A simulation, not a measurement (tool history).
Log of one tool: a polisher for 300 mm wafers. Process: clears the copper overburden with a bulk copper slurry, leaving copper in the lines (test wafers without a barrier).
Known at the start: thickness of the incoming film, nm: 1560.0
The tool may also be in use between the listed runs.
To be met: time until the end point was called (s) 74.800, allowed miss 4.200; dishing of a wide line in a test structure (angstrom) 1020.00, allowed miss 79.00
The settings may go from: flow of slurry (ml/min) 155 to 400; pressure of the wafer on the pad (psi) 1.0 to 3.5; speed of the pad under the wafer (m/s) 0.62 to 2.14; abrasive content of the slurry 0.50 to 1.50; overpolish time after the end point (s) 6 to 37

| run | hour | flow of slurry (ml/min) | pressure of the wafer on the pad (psi) | speed of the pad under the wafer (m/s) | abrasive content of the slurry | overpolish time after the end point (s) | time until the end point was called (s) | dishing of a wide line in a test structure (angstrom) |
|---|---|---|---|---|---|---|---|---|
| 1 | 0.0 | 255 | 2.2 | 1.38 | 1.00 | 19 | 141.160 | 954.56 |
| 2 | 8.2 | 255 | 2.2 | 1.62 | 1.00 | 19 | 115.960 | 1014.60 |
| 3 | 11.1 | 255 | 2.3 | 1.64 | 1.00 | 17 | 111.430 | 988.02 |
| 4 | 16.8 | 255 | 2.4 | 1.66 | 1.00 | 16 | 108.230 | 1019.60 |
| 5 | 20.3 | 255 | 2.4 | 1.66 | 0.90 | 16 | 109.310 | 970.85 |
| 6 | 22.7 | 255 | 2.4 | 1.66 | 1.05 | 16 | 105.280 | 991.46 |
| 7 | 25.8 | 255 | 2.5 | 1.68 | 1.05 | 15 | 100.230 | 982.36 |
| 8 | 29.3 | 255 | 3.1 | 1.74 | 1.05 | 9 | 81.303 | 891.50 |

Which of these 5 next moves meets every target?
| A | 32.8 | 255 | 3.3 | 1.92 | 0.70 | 11 | ? | ? |
| B | 32.8 | 255 | 3.4 | 1.90 | 1.15 | 6 | ? | ? |
| C | 32.8 | 260 | 3.5 | 1.70 | 0.90 | 21 | ? | ? |
| D | 32.8 | 275 | 2.6 | 1.84 | 0.85 | 11 | ? | ? |
| E | 32.8 | 275 | 2.7 | 1.88 | 1.00 | 20 | ? | ? |

| move | time until the end point was called (s) | dishing of a wide line in a test structure (angstrom) |
|---|---|---|
| A | 72.921 | 1072.80 |
| B | 65.794 | 805.81 |
| C | 74.407 | 1362.30 |
| D | 91.042 | 922.24 |
| E | 83.727 | 1227.90 |
A: meets every target
B: further off than the last run
C: takes the result that was furthest off past its target
D: further off than the last run
E: takes the result that was furthest off past its target
Answer: A

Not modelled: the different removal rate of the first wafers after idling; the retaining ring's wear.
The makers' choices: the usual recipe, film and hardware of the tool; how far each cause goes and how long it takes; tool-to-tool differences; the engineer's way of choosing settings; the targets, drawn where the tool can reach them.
